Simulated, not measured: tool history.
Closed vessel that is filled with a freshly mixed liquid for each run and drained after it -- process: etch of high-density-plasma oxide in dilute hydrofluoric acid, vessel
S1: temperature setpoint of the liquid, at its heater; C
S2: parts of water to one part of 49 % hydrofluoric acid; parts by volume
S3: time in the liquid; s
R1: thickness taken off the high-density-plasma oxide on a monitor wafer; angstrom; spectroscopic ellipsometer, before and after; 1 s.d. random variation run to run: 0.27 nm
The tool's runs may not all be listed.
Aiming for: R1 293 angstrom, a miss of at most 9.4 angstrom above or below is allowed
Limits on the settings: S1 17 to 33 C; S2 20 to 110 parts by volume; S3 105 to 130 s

{"run": 1, "hour": 0.0, "S1": 25, "S2": 60, "S3": 130, "R1": 159.92}
{"run": 2, "hour": 2.0, "S1": 25, "S2": 50, "S3": 130, "R1": 194.5}
{"run": 3, "hour": 3.5, "S1": 26.5, "S2": 50, "S3": 130, "R1": 204.56}
{"run": 4, "hour": 8.6, "S1": 28, "S2": 50, "S3": 130, "R1": 220.36}
{"run": 5, "hour": 11.0, "S1": 28, "S2": 60, "S3": 130, "R1": 177.86}
{"run": 6, "hour": 16.8, "S1": 24.5, "S2": 60, "S3": 130, "R1": 154.92}
{"run": 7, "hour": 25.0, "S1": 26, "S2": 55, "S3": 130, "R1": 180.77}
{"hour": 30.2, "done": "thermometer replaced"}
{"run": 8, "hour": 30.2, "S1": 27.5, "S2": 50, "S3": 130, "R1": 233.6}
{"run": 9, "hour": 36.7, "S1": 28.5, "S2": 50, "S3": 130, "R1": 235.67}
{"run": 10, "hour": 37.7, "S1": 29.5, "S2": 50, "S3": 130, "R1": 253.99}
{"run": 11, "hour": 41.5, "S1": 32.5, "S2": 50, "S3": 130, "R1": 277.21}

Consider the 5 candidate settings below. Which is the only one whose results all fall within their allowed miss of target?
{"run": "A", "hour": 45.3, "S1": 33, "S2": 45, "S3": 110, "R1": "?"}
{"run": "B", "hour": 45.3, "S1": 30, "S2": 40, "S3": 110, "R1": "?"}
{"run": "C", "hour": 45.3, "S1": 33, "S2": 45, "S3": 130, "R1": "?"}
{"run": "D", "hour": 45.3, "S1": 31.5, "S2": 40, "S3": 105, "R1": "?"}
{"run": "E", "hour": 45.3, "S1": 31.5, "S2": 45, "S3": 125, "R1": "?"}

move=A R1=273.35
move=B R1=275.73
move=C R1=323.05
move=D R1=279.22
move=E R1=293.09
A: further off than the last run
B: further off than the last run
C: moves the result that the last run missed by most past its target, out the other side
D: nearer than the last run, and not there yet
E: every result lands within tolerance
The move that meets every target is E.
